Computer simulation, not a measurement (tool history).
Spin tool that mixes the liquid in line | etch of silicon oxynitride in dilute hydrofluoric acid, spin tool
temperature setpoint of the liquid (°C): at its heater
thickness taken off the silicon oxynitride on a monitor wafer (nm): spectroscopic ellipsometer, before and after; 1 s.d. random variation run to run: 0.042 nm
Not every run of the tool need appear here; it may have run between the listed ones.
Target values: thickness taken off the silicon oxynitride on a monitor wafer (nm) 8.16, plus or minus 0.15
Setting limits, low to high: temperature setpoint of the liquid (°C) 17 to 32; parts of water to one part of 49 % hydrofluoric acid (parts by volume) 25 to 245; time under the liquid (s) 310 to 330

run  hour  temperature setpoint of the liquid (°C)  parts of water to one part of 49 % hydrofluoric acid (parts by volume)  time under the liquid (s)  thickness taken off the silicon oxynitride on a monitor wafer (nm)
  1     0                                       24                                                                     135                        310                                                              6.2698
  2   5.6                                       24                                                                     170                        310                                                              4.7973
  3  13.5                                       24                                                                     170                        330                                                              5.0809
  4  18.2                                     26.5                                                                     165                        330                                                              5.9274
  5  24.9                                     26.5                                                                     165                        310                                                              5.5182
  6  33.8                                     28.5                                                                     160                        310                                                              6.3021
  7  35.8                                     29.5                                                                     155                        310                                                              6.8045
  8  37.1                                     30.5                                                                     150                        310                                                              7.3938
  9    43                                     30.5                                                                     150                        310                                                              7.3178
 10  51.9                                       31                                                                     150                        310                                                              7.4243
 11  55.2                                     31.5                                                                     150                        310                                                              7.6655
     61.7  -- hydrofluoric acid flow meter replaced
 12  61.7                                     31.5                                                                     150                        310                                                              8.9271
 13  69.3                                       31                                                                     150                        310                                                              8.6626
 14  75.3                                     30.5                                                                     150                        310                                                              8.4587

Of the 4 settings listed for the next run, only one would bring every result within its allowed miss of target. Which one?
  A  81.3                                     31.5                                                                     170                        315                                                                   ?
  B  81.3                                     31.5                                                                     160                        310                                                                   ?
  C  81.3                                     26.5                                                                     135                        330                                                                   ?
  D  81.3                                       29                                                                     155                        315                                                                   ?

move  thickness taken off the silicon oxynitride on a monitor wafer (nm)
   A                                                              7.7083
   B                                                              8.1397
   C                                                               8.445
   D                                                              7.7051
A: moves the result that the last run missed by most past its target, out the other side
B: every result within its allowed miss
C: about the same distance from the targets as the last run
D: moves the result that the last run missed by most past its target, out the other side
Go with B: it meets all targets.

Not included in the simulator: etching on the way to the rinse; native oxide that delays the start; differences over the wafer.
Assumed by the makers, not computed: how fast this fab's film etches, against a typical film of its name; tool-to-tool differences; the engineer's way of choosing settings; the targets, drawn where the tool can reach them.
